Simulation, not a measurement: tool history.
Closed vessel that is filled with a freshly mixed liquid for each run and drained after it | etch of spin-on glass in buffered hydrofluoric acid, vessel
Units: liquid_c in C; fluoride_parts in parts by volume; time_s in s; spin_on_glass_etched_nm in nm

Run 1, hour 0: liquid_c 24 C, fluoride_parts 15 parts by volume, time_s 105 s. Result: spin_on_glass_etched_nm 188.54 nm.
Run 2, hour 4.7: liquid_c 24.5 C, fluoride_parts 15 parts by volume, time_s 105 s. Result: spin_on_glass_etched_nm 192.09 nm.
Run 3, hour 9.3: liquid_c 25 C, fluoride_parts 15 parts by volume, time_s 105 s. Result: spin_on_glass_etched_nm 195.41 nm.
Run 4, hour 13.4: liquid_c 25 C, fluoride_parts 16.5 parts by volume, time_s 105 s. Result: spin_on_glass_etched_nm 179.16 nm.
Run 5, hour 14.8: liquid_c 26 C, fluoride_parts 16.5 parts by volume, time_s 105 s. Result: spin_on_glass_etched_nm 188.83 nm.
Run 6, hour 17.9: liquid_c 26 C, fluoride_parts 16.5 parts by volume, time_s 110 s. Result: spin_on_glass_etched_nm 199.31 nm.

Run 7 comes next. What will it give?
Run 7, hour 22.5: liquid_c 26.5 C, fluoride_parts 16.5 parts by volume, time_s 110 s. Result: spin_on_glass_etched_nm ?.

spin_on_glass_etched_nm: 203.52 nm
